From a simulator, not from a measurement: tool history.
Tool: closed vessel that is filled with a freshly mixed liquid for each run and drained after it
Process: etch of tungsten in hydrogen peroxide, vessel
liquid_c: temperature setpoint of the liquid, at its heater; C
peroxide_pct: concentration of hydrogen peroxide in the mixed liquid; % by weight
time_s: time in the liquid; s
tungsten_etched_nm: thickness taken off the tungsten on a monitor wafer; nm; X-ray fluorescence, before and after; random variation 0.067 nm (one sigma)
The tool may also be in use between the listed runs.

{"run": 1, "hour": 0.0, "liquid_c": 45, "peroxide_pct": 19, "time_s": 35, "tungsten_etched_nm": 38.324}
{"run": 2, "hour": 8.8, "liquid_c": 40, "peroxide_pct": 19, "time_s": 35, "tungsten_etched_nm": 27.621}
{"run": 3, "hour": 14.1, "liquid_c": 40, "peroxide_pct": 19, "time_s": 30, "tungsten_etched_nm": 23.674}
{"run": 4, "hour": 20.3, "liquid_c": 40, "peroxide_pct": 19, "time_s": 35, "tungsten_etched_nm": 27.735}
{"run": 5, "hour": 23.3, "liquid_c": 38.5, "peroxide_pct": 19, "time_s": 35, "tungsten_etched_nm": 24.968}
{"run": 6, "hour": 32.6, "liquid_c": 37.5, "peroxide_pct": 19, "time_s": 35, "tungsten_etched_nm": 23.498}
{"run": 7, "hour": 34.1, "liquid_c": 36.5, "peroxide_pct": 19, "time_s": 35, "tungsten_etched_nm": 21.923}
{"run": 8, "hour": 36.0, "liquid_c": 36, "peroxide_pct": 19, "time_s": 35, "tungsten_etched_nm": 21.253}

The next listed run, before its measurement:
{"run": 9, "hour": 42.3, "liquid_c": 35.5, "peroxide_pct": 19, "time_s": 35, "tungsten_etched_nm": "?"}

tungsten_etched_nm: 20.616 nm
